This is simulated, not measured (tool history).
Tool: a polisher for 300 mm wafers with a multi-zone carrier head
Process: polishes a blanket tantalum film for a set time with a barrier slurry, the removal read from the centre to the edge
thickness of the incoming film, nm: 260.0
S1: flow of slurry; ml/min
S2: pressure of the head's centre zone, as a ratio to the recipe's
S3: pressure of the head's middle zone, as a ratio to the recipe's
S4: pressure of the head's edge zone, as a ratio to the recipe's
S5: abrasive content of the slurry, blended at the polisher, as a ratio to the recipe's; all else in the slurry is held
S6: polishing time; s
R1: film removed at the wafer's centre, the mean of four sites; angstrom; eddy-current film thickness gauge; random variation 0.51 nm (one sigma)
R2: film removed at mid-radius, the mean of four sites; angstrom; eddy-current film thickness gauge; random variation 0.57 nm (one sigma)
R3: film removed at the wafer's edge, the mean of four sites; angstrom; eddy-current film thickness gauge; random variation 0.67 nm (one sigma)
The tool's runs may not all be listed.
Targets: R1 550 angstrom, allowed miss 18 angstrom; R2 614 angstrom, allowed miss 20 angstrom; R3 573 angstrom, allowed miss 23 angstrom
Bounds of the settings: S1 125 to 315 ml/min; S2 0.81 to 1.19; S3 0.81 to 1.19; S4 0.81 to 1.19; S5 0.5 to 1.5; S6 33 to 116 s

run,day,S1,S2,S3,S4,S5,S6,R1,R2,R3
1,0,205,1,1,1,1,74,823.12,814.74,846.59
2,0.358,205,1,0.95,1,1,74,826.59,782.58,830.76
3,0.554,205,1,0.95,1,1.1,74,817.74,807.39,848.78
4,0.629,205,1,1.03,1,1.1,74,834.13,854.62,849.45
5,0.671,205,1,1.03,1.08,1.1,74,845.63,869.68,889.49
6,0.9,185,1,1.03,1.08,1.1,74,823.07,848.4,875.85
7,0.996,185,0.91,1.02,0.98,0.85,61,588.04,663.18,655.19
8,1.1,180,0.91,1.02,0.93,0.8,61,571.09,657.12,634.92

4 next moves are on the table. One of them brings every result within its allowed miss. Which?
A,1.204,140,0.88,1.01,0.92,0.85,71,?,?,?
B,1.204,135,0.86,0.92,1,0.95,67,?,?,?
C,1.204,215,0.91,1,0.84,0.55,60,?,?,?
D,1.204,145,0.81,0.87,1.06,0.85,70,?,?,?

move,R1,R2,R3
A,621.97,730.98,731.98
B,578.12,644.21,728.57
C,554.4,618.1,585.82
D,568.86,641.69,778.52
A: further off than the last run
B: further off than the last run
C: meets every target
D: further off than the last run
The right move is C.
